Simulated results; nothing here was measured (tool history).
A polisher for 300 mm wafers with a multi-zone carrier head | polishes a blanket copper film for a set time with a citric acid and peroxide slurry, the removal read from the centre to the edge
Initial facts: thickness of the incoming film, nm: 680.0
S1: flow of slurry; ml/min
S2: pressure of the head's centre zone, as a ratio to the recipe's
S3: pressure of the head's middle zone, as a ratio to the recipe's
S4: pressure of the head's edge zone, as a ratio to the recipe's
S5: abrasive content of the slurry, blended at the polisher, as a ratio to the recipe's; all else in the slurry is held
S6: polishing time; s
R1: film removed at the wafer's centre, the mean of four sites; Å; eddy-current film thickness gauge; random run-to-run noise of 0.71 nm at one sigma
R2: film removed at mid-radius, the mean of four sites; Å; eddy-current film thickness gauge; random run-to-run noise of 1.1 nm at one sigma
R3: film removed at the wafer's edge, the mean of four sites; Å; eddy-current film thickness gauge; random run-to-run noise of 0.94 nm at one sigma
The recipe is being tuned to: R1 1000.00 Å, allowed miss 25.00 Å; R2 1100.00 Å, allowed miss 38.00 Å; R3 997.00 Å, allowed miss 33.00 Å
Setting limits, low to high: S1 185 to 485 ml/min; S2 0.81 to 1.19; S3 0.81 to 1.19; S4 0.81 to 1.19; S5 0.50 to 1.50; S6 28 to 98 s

run	hour	S1	S2	S3	S4	S5	S6	R1	R2	R3
1	0.0	310	1.00	1.00	1.00	1.00	63	1284.40	1273.40	1334.70
2	2.6	310	0.99	1.01	0.98	0.95	62	1219.90	1282.40	1294.20
3	7.6	310	0.99	1.01	0.98	0.75	62	1175.60	1191.40	1198.30
4	8.3	310	0.99	1.01	1.03	0.75	62	1172.10	1210.80	1226.20
5	12.1	310	0.99	1.01	0.99	0.75	62	1182.60	1231.80	1210.10
6	20.7	310	0.93	1.01	0.99	0.75	62	1094.50	1214.50	1212.90
7	28.5	310	0.93	1.01	0.97	0.70	62	1080.30	1204.80	1181.80
8	30.3	310	0.93	1.01	0.95	0.70	62	1088.30	1199.80	1195.80
9	38.0	310	0.93	1.01	0.95	0.70	62	1085.30	1176.80	1174.70
10	43.4	310	0.93	1.02	0.94	0.70	62	1083.30	1217.30	1189.90
11	46.9	310	0.94	1.02	0.93	0.70	61	1075.30	1179.60	1135.50
12	48.1	305	0.94	1.02	0.92	0.70	61	1073.60	1181.30	1152.90
13	54.5	380	0.98	1.07	0.86	0.50	54	929.93	1036.00	944.23
14	60.1	380	0.98	1.07	0.87	0.50	54	943.12	1039.50	939.83

Pick the move, out of 5, that brings all results within their allowed miss; only one does.
A	65.7	425	0.87	1.04	0.93	0.70	53	?	?	?
B	65.7	355	1.00	1.06	0.89	0.50	52	?	?	?
C	65.7	390	0.97	1.07	0.86	0.55	57	?	?	?
D	65.7	270	0.96	1.01	0.89	0.50	54	?	?	?
E	65.7	425	0.98	0.93	0.94	0.55	57	?	?	?

move	R1	R2	R3
A	883.52	1065.60	1012.90
B	918.69	978.95	903.42
C	1002.60	1109.90	1001.90
D	896.37	957.77	925.38
E	1017.80	991.03	1041.30
A: lands further from the targets than the last run did
B: lands further from the targets than the last run did
C: meets every target
D: lands further from the targets than the last run did
E: the worst result of the last run now meets its target, but another is out of spec
The move that meets every target is C.
